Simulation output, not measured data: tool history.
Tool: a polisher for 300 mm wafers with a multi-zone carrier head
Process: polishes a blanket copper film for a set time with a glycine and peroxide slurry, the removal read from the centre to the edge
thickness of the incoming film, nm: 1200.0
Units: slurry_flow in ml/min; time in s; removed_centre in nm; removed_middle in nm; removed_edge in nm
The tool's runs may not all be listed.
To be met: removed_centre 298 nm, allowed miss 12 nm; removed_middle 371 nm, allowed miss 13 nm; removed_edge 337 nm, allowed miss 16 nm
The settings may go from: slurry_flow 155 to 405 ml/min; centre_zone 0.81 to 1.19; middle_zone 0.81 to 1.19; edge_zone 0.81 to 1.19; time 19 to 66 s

run,hour,slurry_flow,centre_zone,middle_zone,edge_zone,time,removed_centre,removed_middle,removed_edge
1,0,260,1,1,1,42,239.73,241.62,242.01
2,1.6,260,1,0.92,1,42,243.76,223.43,246.65
3,2.9,260,1,0.92,0.95,42,243.65,227.87,234.61
4,11.4,205,1,0.92,0.95,42,230.23,218.9,233.47
5,16.8,205,1,0.92,1,42,231.31,217.04,238.24
6,23.2,205,1.06,0.92,1,42,241.34,215.34,240.37
7,29.7,205,1.06,0.92,1,42,240.95,217.49,233.57
8,36.9,240,0.96,1.02,1.1,54,294.45,311.16,325.96
9,43.3,250,0.95,1.05,1.1,54,294.52,323.66,322.45
10,45.6,260,0.94,1.07,1.11,54,292.57,331.66,326.85

Which of these 4 next moves meets every target?
A,47.9,345,0.88,0.93,1.13,60,?,?,?
B,47.9,285,0.91,1.09,1.07,62,?,?,?
C,47.9,245,0.9,1.15,1.05,57,?,?,?
D,47.9,200,0.84,0.95,1.19,62,?,?,?

move,removed_centre,removed_middle,removed_edge
A,322.87,332,378.45
B,337.75,385.71,375.07
C,302.41,365.65,337.46
D,300.95,330.17,384.51
A: as far off as the last run
B: takes the result that was furthest off past its target
C: meets every target
D: as far off as the last run
Answer: C
